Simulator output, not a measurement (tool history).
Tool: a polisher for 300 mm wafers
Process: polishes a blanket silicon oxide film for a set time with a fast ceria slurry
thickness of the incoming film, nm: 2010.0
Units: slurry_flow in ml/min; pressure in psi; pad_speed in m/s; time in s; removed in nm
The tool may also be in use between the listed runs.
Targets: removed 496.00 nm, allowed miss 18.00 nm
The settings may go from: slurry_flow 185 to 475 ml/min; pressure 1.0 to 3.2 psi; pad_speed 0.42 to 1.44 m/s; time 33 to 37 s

Run 1, hour 0.0: slurry_flow 305 ml/min, pressure 2.1 psi, pad_speed 0.92 m/s, time 37 s. Result: removed 384.45 nm.
Run 2, hour 3.7: slurry_flow 305 ml/min, pressure 2.1 psi, pad_speed 0.80 m/s, time 37 s. Result: removed 339.27 nm.
Run 3, hour 4.7: slurry_flow 305 ml/min, pressure 1.8 psi, pad_speed 0.80 m/s, time 37 s. Result: removed 293.16 nm.
Run 4, hour 6.4: slurry_flow 305 ml/min, pressure 1.8 psi, pad_speed 0.96 m/s, time 37 s. Result: removed 339.03 nm.
Run 5, hour 9.4: slurry_flow 305 ml/min, pressure 1.9 psi, pad_speed 0.96 m/s, time 37 s. Result: removed 352.75 nm.
Run 6, hour 13.9: slurry_flow 380 ml/min, pressure 1.9 psi, pad_speed 0.96 m/s, time 37 s. Result: removed 360.34 nm.
Run 7, hour 18.9: slurry_flow 380 ml/min, pressure 2.0 psi, pad_speed 0.96 m/s, time 37 s. Result: removed 386.81 nm.
Run 8, hour 20.3: slurry_flow 380 ml/min, pressure 2.1 psi, pad_speed 0.96 m/s, time 37 s. Result: removed 401.46 nm.
Run 9, hour 27.0: slurry_flow 380 ml/min, pressure 2.2 psi, pad_speed 0.96 m/s, time 37 s. Result: removed 422.78 nm.
Run 10, hour 33.8: slurry_flow 380 ml/min, pressure 2.3 psi, pad_speed 0.96 m/s, time 37 s. Result: removed 439.87 nm.
Run 11, hour 35.1: slurry_flow 380 ml/min, pressure 2.4 psi, pad_speed 0.96 m/s, time 37 s. Result: removed 458.69 nm.
Run 12, hour 43.7: slurry_flow 380 ml/min, pressure 2.4 psi, pad_speed 0.96 m/s, time 37 s. Result: removed 459.46 nm.
Run 13, hour 47.1: slurry_flow 380 ml/min, pressure 2.5 psi, pad_speed 0.96 m/s, time 37 s. Result: removed 469.23 nm.

4 next moves are on the table. One of them brings every result within its allowed miss. Which?
Run A, hour 50.5: slurry_flow 405 ml/min, pressure 2.6 psi, pad_speed 1.06 m/s, time 37 s. Result: removed ?.
Run B, hour 50.5: slurry_flow 350 ml/min, pressure 2.7 psi, pad_speed 0.96 m/s, time 36 s. Result: removed ?.
Run C, hour 50.5: slurry_flow 405 ml/min, pressure 2.6 psi, pad_speed 1.04 m/s, time 37 s. Result: removed ?.
Run D, hour 50.5: slurry_flow 365 ml/min, pressure 2.5 psi, pad_speed 1.10 m/s, time 37 s. Result: removed ?.

move  removed
   A   544.60
   B   498.27
   C   535.49
   D   537.58
A: takes the result that was furthest off past its target
B: meets every target
C: takes the result that was furthest off past its target
D: takes the result that was furthest off past its target
Answer: B
